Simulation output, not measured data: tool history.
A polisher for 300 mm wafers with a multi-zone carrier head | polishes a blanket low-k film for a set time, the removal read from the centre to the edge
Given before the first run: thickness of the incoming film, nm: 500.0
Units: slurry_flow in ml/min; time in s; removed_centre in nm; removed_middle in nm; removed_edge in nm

run	hour	slurry_flow	centre_zone	middle_zone	edge_zone	slurry_solids	time	removed_centre	removed_middle	removed_edge
1	0	250	1	1	1	1	45	16.327	16.774	16.429
2	2.8	250	1	1	1	1	39	14.258	14.082	14.133
3	5.7	250	1.09	1	1	1	39	15.645	14.432	14.294
4	7.9	240	1.01	0.96	1	0.85	38	12.711	12.241	12.732
5	8.4	230	0.96	0.92	0.98	0.8	38	11.672	11.696	12.165
6	10.8	225	0.94	0.89	0.99	0.7	38	10.726	9.9717	11.295
7	12.1	215	0.9	0.88	0.98	0.7	38	10.193	9.8959	11.146
8	17.6	210	0.87	0.87	0.97	0.7	38	9.7375	10.082	11.199

For run 9, what comes out?
9	23.9	205	0.86	0.86	0.96	0.65	38	?	?	?

removed_centre: 9.3983 nm
removed_middle: 9.2681 nm
removed_edge: 10.485 nm
